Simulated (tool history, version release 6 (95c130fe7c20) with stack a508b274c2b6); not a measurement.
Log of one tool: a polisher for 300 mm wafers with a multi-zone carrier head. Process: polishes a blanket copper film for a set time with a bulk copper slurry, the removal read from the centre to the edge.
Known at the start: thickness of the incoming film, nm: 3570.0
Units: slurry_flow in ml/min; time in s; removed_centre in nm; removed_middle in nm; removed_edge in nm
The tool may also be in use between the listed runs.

run 1 day=0.000 | slurry_flow=170 centre_zone=1.00 middle_zone=1.00 edge_zone=1.00 slurry_solids=1.00 time=78 | removed_centre=732.70 removed_middle=731.60 removed_edge=733.36
run 2 day=0.067 | slurry_flow=190 centre_zone=1.00 middle_zone=1.00 edge_zone=1.00 slurry_solids=1.00 time=78 | removed_centre=747.79 removed_middle=740.60 removed_edge=752.97
run 3 day=0.417 | slurry_flow=190 centre_zone=1.00 middle_zone=0.95 edge_zone=1.00 slurry_solids=1.00 time=78 | removed_centre=740.09 removed_middle=715.63 removed_edge=744.55
run 4 day=0.683 | slurry_flow=170 centre_zone=1.00 middle_zone=0.95 edge_zone=1.00 slurry_solids=1.00 time=78 | removed_centre=733.98 removed_middle=699.91 removed_edge=735.05
run 5 day=0.996 | slurry_flow=170 centre_zone=0.94 middle_zone=0.95 edge_zone=1.00 slurry_solids=1.00 time=78 | removed_centre=688.46 removed_middle=697.84 removed_edge=739.06
run 6 day=1.046 | slurry_flow=170 centre_zone=0.94 middle_zone=0.95 edge_zone=1.00 slurry_solids=1.00 time=61 | removed_centre=533.63 removed_middle=565.83 removed_edge=573.50
run 7 day=1.129 | slurry_flow=185 centre_zone=0.98 middle_zone=1.01 edge_zone=1.03 slurry_solids=1.15 time=65 | removed_centre=627.68 removed_middle=656.07 removed_edge=655.48
run 8 day=1.483 | slurry_flow=200 centre_zone=1.01 middle_zone=1.06 edge_zone=1.06 slurry_solids=1.25 time=67 | removed_centre=687.14 removed_middle=709.08 removed_edge=697.06
run 9 day=1.762 | slurry_flow=210 centre_zone=1.02 middle_zone=1.09 edge_zone=1.07 slurry_solids=1.30 time=70 | removed_centre=742.96 removed_middle=784.32 removed_edge=742.50

Run 10 comes next. What will it give?
run 10 day=1.942 | slurry_flow=215 centre_zone=1.03 middle_zone=1.11 edge_zone=1.09 slurry_solids=1.35 time=72 | removed_centre=? removed_middle=? removed_edge=?

{"run 10": {"removed_centre": 782.16, "removed_middle": 823.26, "removed_edge": 787.43}}

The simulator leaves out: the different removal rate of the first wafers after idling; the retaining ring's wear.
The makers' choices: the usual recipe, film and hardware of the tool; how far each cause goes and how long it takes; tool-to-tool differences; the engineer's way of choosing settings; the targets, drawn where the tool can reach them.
